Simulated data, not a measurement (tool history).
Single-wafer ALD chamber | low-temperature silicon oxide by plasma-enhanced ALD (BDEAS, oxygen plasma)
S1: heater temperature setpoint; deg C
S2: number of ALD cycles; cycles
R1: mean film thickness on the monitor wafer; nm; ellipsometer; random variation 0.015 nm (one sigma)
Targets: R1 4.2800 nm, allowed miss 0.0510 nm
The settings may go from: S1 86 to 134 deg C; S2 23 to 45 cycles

Run 1, day 0.000: S1 110 deg C, S2 34 cycles. Result: R1 4.7826 nm.
Run 2, day 0.154: S1 112 deg C, S2 33 cycles. Result: R1 4.6393 nm.
Run 3, day 0.483: S1 102 deg C, S2 33 cycles. Result: R1 4.7439 nm.
Run 4, day 0.792: S1 102 deg C, S2 37 cycles. Result: R1 5.2620 nm.
Run 5, day 0.917: S1 92 deg C, S2 37 cycles. Result: R1 5.4223 nm.
Run 6, day 1.000: S1 100 deg C, S2 37 cycles. Result: R1 5.3043 nm.
Run 7, day 1.092: S1 104 deg C, S2 36 cycles. Result: R1 5.1337 nm.
Run 8, day 1.238: S1 107 deg C, S2 35 cycles. Result: R1 4.9367 nm.

Which of these 5 next moves meets every target?
Run A, day 1.383: S1 108 deg C, S2 39 cycles. Result: R1 ?.
Run B, day 1.383: S1 104 deg C, S2 42 cycles. Result: R1 ?.
Run C, day 1.383: S1 118 deg C, S2 31 cycles. Result: R1 ?.
Run D, day 1.383: S1 112 deg C, S2 40 cycles. Result: R1 ?.
Run E, day 1.383: S1 105 deg C, S2 39 cycles. Result: R1 ?.

move      R1
   A  5.5365
   B  6.0053
   C  4.3216
   D  5.6376
   E  5.5664
A: further off than the last run
B: further off than the last run
C: meets every target
D: further off than the last run
E: further off than the last run
The right move is C.
